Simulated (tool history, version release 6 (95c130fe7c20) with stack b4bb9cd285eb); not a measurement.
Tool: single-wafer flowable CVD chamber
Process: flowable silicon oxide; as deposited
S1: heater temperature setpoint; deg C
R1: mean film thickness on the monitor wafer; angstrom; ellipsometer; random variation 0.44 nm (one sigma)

run 1 hour=0 | S1=105 chamber_pressure_(Pa)=143 RF_power_(W)=2300 deposition_time_(s)=312 | R1=2780
run 2 hour=6.9 | S1=112 chamber_pressure_(Pa)=143 RF_power_(W)=2300 deposition_time_(s)=312 | R1=2276.2
run 3 hour=14.1 | S1=113 chamber_pressure_(Pa)=143 RF_power_(W)=2300 deposition_time_(s)=312 | R1=2211.4
run 4 hour=19.7 | S1=104 chamber_pressure_(Pa)=143 RF_power_(W)=2300 deposition_time_(s)=312 | R1=2853.6
run 5 hour=21.1 | S1=104 chamber_pressure_(Pa)=128 RF_power_(W)=2300 deposition_time_(s)=312 | R1=2550.1
run 6 hour=26.2 | S1=106 chamber_pressure_(Pa)=128 RF_power_(W)=2300 deposition_time_(s)=312 | R1=2414.7
-- hour=30.2 RF generator calibrated
run 7 hour=30.2 | S1=107 chamber_pressure_(Pa)=128 RF_power_(W)=2300 deposition_time_(s)=312 | R1=2366.8
run 8 hour=38.2 | S1=112 chamber_pressure_(Pa)=128 RF_power_(W)=2300 deposition_time_(s)=312 | R1=2051.6

Forecast run 9:
run 9 hour=45.9 | S1=111 chamber_pressure_(Pa)=128 RF_power_(W)=2300 deposition_time_(s)=312 | R1=?

{"run 9": {"R1": 2109.2}}
